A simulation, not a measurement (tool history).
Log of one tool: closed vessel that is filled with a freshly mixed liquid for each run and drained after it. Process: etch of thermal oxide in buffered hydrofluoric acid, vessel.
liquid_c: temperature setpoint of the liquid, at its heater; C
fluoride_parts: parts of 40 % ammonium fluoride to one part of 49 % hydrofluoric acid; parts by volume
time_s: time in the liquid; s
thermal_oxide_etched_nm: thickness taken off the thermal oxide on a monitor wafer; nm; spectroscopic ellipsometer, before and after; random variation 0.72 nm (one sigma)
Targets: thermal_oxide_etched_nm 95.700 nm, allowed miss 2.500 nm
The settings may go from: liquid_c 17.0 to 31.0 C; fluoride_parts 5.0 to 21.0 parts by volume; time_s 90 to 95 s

run    day  liquid_c  fluoride_parts  time_s  thermal_oxide_etched_nm
  1  0.000      23.0            13.0      90                   75.566
  2  0.096      23.0             9.5      90                  101.890
  3  0.471      23.0            12.5      90                   78.797
  4  0.662      23.5            12.5      90                   81.474
  5  0.829      24.0            12.5      90                   83.733
  6  1.158      24.0            14.5      90                   72.227
  7  1.467      25.0            14.5      90                   75.709
  8  1.662      25.5            14.5      90                   79.509
  9  1.858      26.0            14.5      90                   79.582
 10  2.125      30.0            14.5      90                   98.891

4 next moves are on the table. One of them brings every result within its allowed miss. Which?
  A  2.392      30.5            15.5      90                        ?
  B  2.392      26.5            12.0      95                        ?
  C  2.392      31.0            15.5      95                        ?
  D  2.392      29.5            14.0      90                        ?

move  thermal_oxide_etched_nm
   A                   97.106
   B                  106.510
   C                  105.220
   D                  101.790
A: meets every target
B: further off than the last run
C: further off than the last run
D: further off than the last run
Move A is the one to make.
